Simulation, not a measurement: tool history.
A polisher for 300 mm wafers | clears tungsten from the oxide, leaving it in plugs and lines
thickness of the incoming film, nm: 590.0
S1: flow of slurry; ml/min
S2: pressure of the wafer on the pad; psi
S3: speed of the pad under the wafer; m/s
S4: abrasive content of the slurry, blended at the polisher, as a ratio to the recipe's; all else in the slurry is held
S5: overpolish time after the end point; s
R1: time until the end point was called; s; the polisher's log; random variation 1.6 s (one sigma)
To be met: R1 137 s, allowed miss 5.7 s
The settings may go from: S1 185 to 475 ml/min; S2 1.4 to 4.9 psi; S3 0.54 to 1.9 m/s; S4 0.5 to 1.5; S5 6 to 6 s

run	hour	S1	S2	S3	S4	S5	R1
1	0	305	3.1	1.22	1	6	117.6
2	3	305	3	1.22	1	6	118.45
3	11.1	305	3.7	1.22	1	6	98.202
4	18.2	305	3.4	1.22	1	6	105.41
5	20.5	340	3.4	1.22	1	6	105
6	29.5	340	3.4	1.22	1	6	103.89
# hour 36.7: slurry nozzle cleaned
7	36.7	330	3.1	1.22	1	6	109.33
8	37.8	300	3	1.22	1	6	113.64
9	42.5	300	2.8	1.22	1	6	119.48
10	48.7	300	2.6	1.22	1	6	128.78

Which of these 5 next moves meets every target?
A	54.9	295	2.6	1.32	0.9	6	?
B	54.9	280	2.9	1.16	1.1	6	?
C	54.9	300	2.7	1.34	0.85	6	?
D	54.9	275	3	1.14	1.1	6	?
E	54.9	185	3	1	1.25	6	?

move	R1
A	126.1
B	120.41
C	122.21
D	118.73
E	136.29
A: further off than the last run
B: further off than the last run
C: further off than the last run
D: further off than the last run
E: meets every target
The right move is E.
